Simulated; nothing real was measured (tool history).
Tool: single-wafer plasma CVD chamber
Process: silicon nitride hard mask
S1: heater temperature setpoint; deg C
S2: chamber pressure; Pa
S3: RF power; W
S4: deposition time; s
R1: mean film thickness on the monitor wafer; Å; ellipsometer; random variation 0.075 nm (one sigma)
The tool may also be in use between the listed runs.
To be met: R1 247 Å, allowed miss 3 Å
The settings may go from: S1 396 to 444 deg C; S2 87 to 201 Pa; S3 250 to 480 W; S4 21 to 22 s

run,day,S1,S2,S3,S4,R1
1,0,420,144,365,22,266.99
2,0.35,420,144,365,21,254.38
3,0.562,420,141,365,21,252.49
4,0.746,420,141,385,21,261.71
5,0.888,420,141,410,21,271.43
6,0.938,420,141,365,21,253.68
7,1.017,420,139,365,21,251.43
8,1.358,420,131,365,21,243.87

4 next moves are on the table. One of them brings every result within its allowed miss. Which?
A,1.7,432,133,350,21.1,?
B,1.7,423,136,355,22,?
C,1.7,419,140,355,21.3,?
D,1.7,425,128,360,21.8,?

move,R1
A,239.47
B,255.63
C,251.4
D,247.19
A: further off than the last run
B: takes the result that was furthest off past its target
C: takes the result that was furthest off past its target
D: meets every target
Answer: D
